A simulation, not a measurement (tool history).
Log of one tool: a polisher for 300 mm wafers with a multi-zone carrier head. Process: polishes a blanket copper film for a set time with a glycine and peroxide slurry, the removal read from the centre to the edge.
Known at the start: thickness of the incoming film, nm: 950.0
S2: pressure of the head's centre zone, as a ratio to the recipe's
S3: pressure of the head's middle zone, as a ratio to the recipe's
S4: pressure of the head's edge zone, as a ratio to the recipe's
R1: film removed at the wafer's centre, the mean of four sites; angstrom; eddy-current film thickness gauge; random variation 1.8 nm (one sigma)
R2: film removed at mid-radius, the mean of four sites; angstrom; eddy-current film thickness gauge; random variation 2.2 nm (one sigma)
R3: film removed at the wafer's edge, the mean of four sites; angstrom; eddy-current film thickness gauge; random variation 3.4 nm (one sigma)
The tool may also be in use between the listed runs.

{"run": 1, "hour": 0.0, "flow of slurry (ml/min)": 235, "S2": 1.0, "S3": 1.0, "S4": 1.0, "polishing time (s)": 39, "R1": 2346.2, "R2": 2427.4, "R3": 2587.6}
{"run": 2, "hour": 6.1, "flow of slurry (ml/min)": 245, "S2": 1.0, "S3": 1.02, "S4": 1.0, "polishing time (s)": 39, "R1": 2366.0, "R2": 2494.8, "R3": 2579.5}
{"run": 3, "hour": 14.3, "flow of slurry (ml/min)": 245, "S2": 1.08, "S3": 1.02, "S4": 1.0, "polishing time (s)": 39, "R1": 2540.6, "R2": 2466.7, "R3": 2612.4}
{"run": 4, "hour": 18.8, "flow of slurry (ml/min)": 245, "S2": 1.08, "S3": 1.02, "S4": 1.0, "polishing time (s)": 47, "R1": 3060.1, "R2": 2963.7, "R3": 3173.2}
{"run": 5, "hour": 26.5, "flow of slurry (ml/min)": 240, "S2": 1.07, "S3": 1.03, "S4": 0.98, "polishing time (s)": 47, "R1": 3029.0, "R2": 3009.6, "R3": 3113.0}
{"run": 6, "hour": 28.8, "flow of slurry (ml/min)": 240, "S2": 1.07, "S3": 1.0, "S4": 0.98, "polishing time (s)": 47, "R1": 3031.4, "R2": 2946.2, "R3": 3054.8}
{"run": 7, "hour": 30.1, "flow of slurry (ml/min)": 235, "S2": 1.06, "S3": 1.01, "S4": 0.97, "polishing time (s)": 47, "R1": 2978.7, "R2": 2929.0, "R3": 3029.7}
{"run": 8, "hour": 32.4, "flow of slurry (ml/min)": 235, "S2": 1.06, "S3": 1.01, "S4": 0.97, "polishing time (s)": 47, "R1": 2977.9, "R2": 2979.6, "R3": 3061.0}

Forecast run 9:
{"run": 9, "hour": 38.8, "flow of slurry (ml/min)": 230, "S2": 1.05, "S3": 1.02, "S4": 0.96, "polishing time (s)": 47, "R1": "?", "R2": "?", "R3": "?"}

{"run 9": {"R1": 2950.8, "R2": 2955.9, "R3": 3034.5}}

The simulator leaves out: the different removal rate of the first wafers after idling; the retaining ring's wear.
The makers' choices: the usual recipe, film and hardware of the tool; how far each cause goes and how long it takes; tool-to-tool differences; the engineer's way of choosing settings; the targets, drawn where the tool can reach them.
